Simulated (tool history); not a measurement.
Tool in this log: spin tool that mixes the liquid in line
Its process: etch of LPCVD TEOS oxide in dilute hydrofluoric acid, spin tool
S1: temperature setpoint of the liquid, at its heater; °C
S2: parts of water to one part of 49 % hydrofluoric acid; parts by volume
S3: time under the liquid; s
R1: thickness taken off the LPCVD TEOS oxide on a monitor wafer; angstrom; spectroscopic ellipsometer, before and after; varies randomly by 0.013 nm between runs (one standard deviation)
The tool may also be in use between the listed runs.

run 1 hour=0 | S1=21 S2=215 S3=20 | R1=34.206
run 2 hour=6.4 | S1=21 S2=145 S3=20 | R1=54.601
run 3 hour=6.9 | S1=20 S2=150 S3=20 | R1=50.268
run 4 hour=12.5 | S1=20 S2=150 S3=20 | R1=50.148
run 5 hour=14.2 | S1=20 S2=150 S3=20 | R1=50.301
run 6 hour=21.4 | S1=19.5 S2=150 S3=20 | R1=49.399
run 7 hour=25.7 | S1=19 S2=150 S3=20 | R1=48.242
run 8 hour=31 | S1=18.5 S2=150 S3=20 | R1=46.95
run 9 hour=35.6 | S1=18.5 S2=150 S3=20 | R1=47.199

Forecast run 10:
run 10 hour=37.2 | S1=18 S2=150 S3=20 | R1=?

R1: 46.303 angstrom
